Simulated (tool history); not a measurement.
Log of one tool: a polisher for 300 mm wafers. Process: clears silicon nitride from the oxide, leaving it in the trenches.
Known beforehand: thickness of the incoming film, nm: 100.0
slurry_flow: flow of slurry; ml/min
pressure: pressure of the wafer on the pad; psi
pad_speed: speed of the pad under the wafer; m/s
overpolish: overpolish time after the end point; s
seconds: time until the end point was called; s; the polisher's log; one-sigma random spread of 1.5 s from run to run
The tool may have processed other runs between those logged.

Run 1, day 0: slurry_flow 160 ml/min, pressure 3.1 psi, pad_speed 1.16 m/s, overpolish 39 s. Result: seconds 74.034 s.
Run 2, day 0.3: slurry_flow 160 ml/min, pressure 2.7 psi, pad_speed 1.14 m/s, overpolish 39 s. Result: seconds 83.388 s.
Run 3, day 0.579: slurry_flow 160 ml/min, pressure 2.3 psi, pad_speed 1.12 m/s, overpolish 39 s. Result: seconds 97.231 s.
Run 4, day 0.883: slurry_flow 160 ml/min, pressure 2.3 psi, pad_speed 1.22 m/s, overpolish 39 s. Result: seconds 89.331 s.
Run 5, day 1.129: slurry_flow 160 ml/min, pressure 2.3 psi, pad_speed 1.06 m/s, overpolish 39 s. Result: seconds 103.67 s.
Run 6, day 1.221: slurry_flow 160 ml/min, pressure 2.2 psi, pad_speed 1.06 m/s, overpolish 39 s. Result: seconds 104.3 s.
Run 7, day 1.596: slurry_flow 160 ml/min, pressure 2.1 psi, pad_speed 1.06 m/s, overpolish 39 s. Result: seconds 108.85 s.

Run 8 comes next. What will it give?
Run 8, day 1.871: slurry_flow 160 ml/min, pressure 2 psi, pad_speed 1.06 m/s, overpolish 39 s. Result: seconds ?.

seconds: 112.91 s

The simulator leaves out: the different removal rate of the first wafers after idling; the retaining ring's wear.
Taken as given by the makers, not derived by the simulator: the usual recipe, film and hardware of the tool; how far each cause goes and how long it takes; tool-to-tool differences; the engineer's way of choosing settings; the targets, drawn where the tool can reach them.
